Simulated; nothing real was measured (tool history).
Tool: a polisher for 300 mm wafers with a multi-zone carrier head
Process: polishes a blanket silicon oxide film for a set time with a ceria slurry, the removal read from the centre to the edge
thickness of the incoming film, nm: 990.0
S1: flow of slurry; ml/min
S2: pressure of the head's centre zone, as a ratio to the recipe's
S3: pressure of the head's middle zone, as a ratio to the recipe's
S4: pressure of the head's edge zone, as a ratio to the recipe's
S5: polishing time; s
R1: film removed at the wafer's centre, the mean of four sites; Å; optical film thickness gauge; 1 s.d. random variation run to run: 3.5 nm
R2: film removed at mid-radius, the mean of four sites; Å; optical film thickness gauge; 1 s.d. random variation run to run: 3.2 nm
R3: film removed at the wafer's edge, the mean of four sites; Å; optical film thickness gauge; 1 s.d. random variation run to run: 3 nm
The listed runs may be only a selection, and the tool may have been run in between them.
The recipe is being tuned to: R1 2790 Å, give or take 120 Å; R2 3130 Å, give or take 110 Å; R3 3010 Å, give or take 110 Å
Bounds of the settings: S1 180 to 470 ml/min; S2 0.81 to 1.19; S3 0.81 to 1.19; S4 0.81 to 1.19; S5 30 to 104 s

| run | hour | S1 | S2 | S3 | S4 | S5 | R1 | R2 | R3 |
|---|---|---|---|---|---|---|---|---|---|
| 1 | 0 | 300 | 1 | 1 | 1 | 67 | 2575.9 | 2641.4 | 2829.4 |
| 2 | 8.5 | 300 | 1.06 | 1 | 1 | 67 | 2704.6 | 2622.8 | 2766.5 |
| 3 | 9.9 | 310 | 1.05 | 1.04 | 1.01 | 68 | 2751.2 | 2692.1 | 2832.2 |
| 4 | 12.4 | 310 | 1.05 | 1.1 | 1.01 | 68 | 2808.7 | 2894.2 | 2855 |
| 5 | 17.2 | 285 | 1.05 | 1.1 | 1.01 | 68 | 2721 | 2889.5 | 2858.8 |
| 6 | 25.6 | 285 | 1.05 | 1.1 | 1.01 | 84 | 3411.6 | 3543.4 | 3478.4 |
| 7 | 26.3 | 275 | 1.02 | 1.08 | 0.97 | 82 | 3238.3 | 3371 | 3267.7 |
| 8 | 33.9 | 265 | 0.99 | 1.07 | 0.95 | 81 | 3197.1 | 3346.5 | 3274.3 |
| 9 | 39.8 | 260 | 0.97 | 1.07 | 0.94 | 79 | 2967.5 | 3228.4 | 3154.8 |

Exactly one of the 4 candidate moves below puts every result within its allowed miss. Which one?
| A | 45.7 | 180 | 0.96 | 1.1 | 0.91 | 77 | ? | ? | ? |
| B | 45.7 | 300 | 1.01 | 1.1 | 0.92 | 79 | ? | ? | ? |
| C | 45.7 | 415 | 0.94 | 1.19 | 0.9 | 75 | ? | ? | ? |
| D | 45.7 | 255 | 0.98 | 1 | 0.92 | 84 | ? | ? | ? |

| move | R1 | R2 | R3 |
|---|---|---|---|
| A | 2733.4 | 3112.5 | 2963 |
| B | 3085.6 | 3347.1 | 3163.7 |
| C | 2829.7 | 3481.8 | 3027.7 |
| D | 3147.8 | 3237.8 | 3333.7 |
A: every result within its allowed miss
B: further off than the last run
C: brings the last run's worst result on target, with another outside its allowed miss
D: further off than the last run
A is the move that brings every result within its allowed miss.

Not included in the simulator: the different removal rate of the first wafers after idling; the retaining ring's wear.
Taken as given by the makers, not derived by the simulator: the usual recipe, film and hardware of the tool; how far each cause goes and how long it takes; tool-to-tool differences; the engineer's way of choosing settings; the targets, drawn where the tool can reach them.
